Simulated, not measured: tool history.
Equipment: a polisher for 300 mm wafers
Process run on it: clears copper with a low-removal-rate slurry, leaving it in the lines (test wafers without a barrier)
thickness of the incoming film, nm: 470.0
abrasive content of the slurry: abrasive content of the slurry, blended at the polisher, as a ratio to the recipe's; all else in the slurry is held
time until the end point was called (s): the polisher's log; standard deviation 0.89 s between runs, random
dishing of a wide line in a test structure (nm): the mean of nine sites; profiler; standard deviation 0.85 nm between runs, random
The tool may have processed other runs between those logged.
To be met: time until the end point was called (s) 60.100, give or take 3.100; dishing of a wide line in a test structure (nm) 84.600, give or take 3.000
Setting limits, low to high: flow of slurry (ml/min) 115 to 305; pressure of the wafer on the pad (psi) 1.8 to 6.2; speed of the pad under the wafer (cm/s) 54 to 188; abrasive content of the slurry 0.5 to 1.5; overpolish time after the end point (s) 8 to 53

run,hour,flow of slurry (ml/min),pressure of the wafer on the pad (psi),speed of the pad under the wafer (cm/s),abrasive content of the slurry,overpolish time after the end point (s),time until the end point was called (s),dishing of a wide line in a test structure (nm)
1,0.0,195,4.0,120,1.0,27,86.600,88.919
2,2.8,195,4.2,122,1.0,25,79.654,88.746
3,10.8,215,4.2,122,1.0,25,79.608,89.129
4,19.0,260,4.2,122,1.0,25,78.760,89.024
5,28.0,260,4.3,122,1.0,23,75.106,87.958
6,32.1,260,4.3,150,1.0,23,61.780,94.771
7,34.5,260,4.3,150,1.0,22,62.966,94.487
8,43.4,260,4.3,150,1.0,21,65.088,91.494
9,46.3,260,4.4,150,1.0,20,62.561,90.807
10,49.0,260,4.4,150,1.0,19,61.680,90.011

Which of these 4 next moves meets every target?
A,51.7,205,3.5,188,1.4,15,?,?
B,51.7,300,4.3,160,0.9,17,?,?
C,51.7,285,4.8,154,1.0,16,?,?
D,51.7,245,4.2,188,0.9,16,?,?

move,time until the end point was called (s),dishing of a wide line in a test structure (nm)
A,59.850,75.226
B,60.407,82.711
C,55.103,85.246
D,54.406,84.797
A: takes the biggest miss from the last run beyond its target
B: in spec on every target
C: puts the biggest miss on target and leaves a different result outside tolerance
D: puts the biggest miss on target and leaves a different result outside tolerance
Answer: B

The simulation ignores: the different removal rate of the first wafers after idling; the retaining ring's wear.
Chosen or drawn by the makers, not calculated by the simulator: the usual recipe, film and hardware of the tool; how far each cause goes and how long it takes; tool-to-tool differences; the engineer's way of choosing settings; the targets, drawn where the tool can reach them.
